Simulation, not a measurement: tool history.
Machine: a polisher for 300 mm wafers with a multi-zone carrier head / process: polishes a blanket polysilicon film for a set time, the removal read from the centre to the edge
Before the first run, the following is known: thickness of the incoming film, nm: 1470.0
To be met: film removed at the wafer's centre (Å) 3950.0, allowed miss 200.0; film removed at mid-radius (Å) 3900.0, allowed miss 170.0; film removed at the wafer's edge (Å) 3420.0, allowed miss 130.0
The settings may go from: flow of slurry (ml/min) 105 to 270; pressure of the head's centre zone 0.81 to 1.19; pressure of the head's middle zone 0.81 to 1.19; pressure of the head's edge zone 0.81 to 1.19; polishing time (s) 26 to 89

| run | day | flow of slurry (ml/min) | pressure of the head's centre zone | pressure of the head's middle zone | pressure of the head's edge zone | polishing time (s) | film removed at the wafer's centre (Å) | film removed at mid-radius (Å) | film removed at the wafer's edge (Å) |
|---|---|---|---|---|---|---|---|---|---|
| 1 | 0.000 | 175 | 1.00 | 1.00 | 1.00 | 57 | 4872.8 | 4852.5 | 4829.4 |
| 2 | 0.271 | 175 | 1.00 | 1.04 | 1.00 | 57 | 4786.2 | 4914.6 | 4873.8 |
| 3 | 0.346 | 175 | 1.00 | 1.04 | 1.00 | 65 | 5536.1 | 5610.7 | 5601.4 |
| 4 | 0.642 | 175 | 1.01 | 1.04 | 0.98 | 62 | 5181.5 | 5419.0 | 5210.3 |
| 5 | 1.012 | 175 | 1.02 | 1.03 | 0.96 | 60 | 5083.8 | 5238.4 | 4959.8 |
| 6 | 1.038 | 175 | 1.02 | 1.03 | 0.93 | 60 | 5143.7 | 5128.5 | 4976.4 |
| 7 | 1.279 | 175 | 1.03 | 1.04 | 0.92 | 57 | 4974.1 | 4937.3 | 4553.3 |
| 8 | 1.583 | 150 | 1.01 | 1.00 | 0.82 | 44 | 3701.3 | 3607.8 | 3363.5 |
| 9 | 1.804 | 155 | 1.01 | 1.01 | 0.82 | 44 | 3741.8 | 3632.1 | 3403.8 |
| 10 | 1.850 | 160 | 1.01 | 1.02 | 0.82 | 44 | 3844.2 | 3729.4 | 3450.7 |
| 11 | 2.192 | 160 | 1.01 | 1.03 | 0.82 | 44 | 3788.3 | 3810.8 | 3324.9 |
| 12 | 2.479 | 160 | 1.01 | 1.03 | 0.82 | 44 | 3687.5 | 3680.9 | 3463.4 |

Below are 5 possible settings for the next run. Only one of them brings all results inside the allowed miss of their targets. Which is it?
| A | 2.767 | 105 | 1.10 | 1.09 | 0.81 | 46 | ? | ? | ? |
| B | 2.767 | 175 | 0.93 | 1.04 | 0.86 | 43 | ? | ? | ? |
| C | 2.767 | 205 | 1.05 | 0.88 | 0.99 | 43 | ? | ? | ? |
| D | 2.767 | 155 | 1.19 | 0.99 | 0.81 | 44 | ? | ? | ? |
| E | 2.767 | 105 | 1.18 | 1.03 | 0.81 | 48 | ? | ? | ? |

| move | film removed at the wafer's centre (Å) | film removed at mid-radius (Å) | film removed at the wafer's edge (Å) |
|---|---|---|---|
| A | 4025.4 | 3927.2 | 3425.6 |
| B | 3438.8 | 3761.0 | 3443.3 |
| C | 3935.9 | 3325.2 | 3732.0 |
| D | 4387.9 | 3634.5 | 3398.1 |
| E | 4492.8 | 3903.4 | 3577.4 |
A: hits every target within its allowed miss
B: moves away from the targets compared with the last run
C: the worst result of the last run now meets its target, but another is out of spec
D: moves the result that the last run missed by most past its target, out the other side
E: moves the result that the last run missed by most past its target, out the other side
A meets every target.
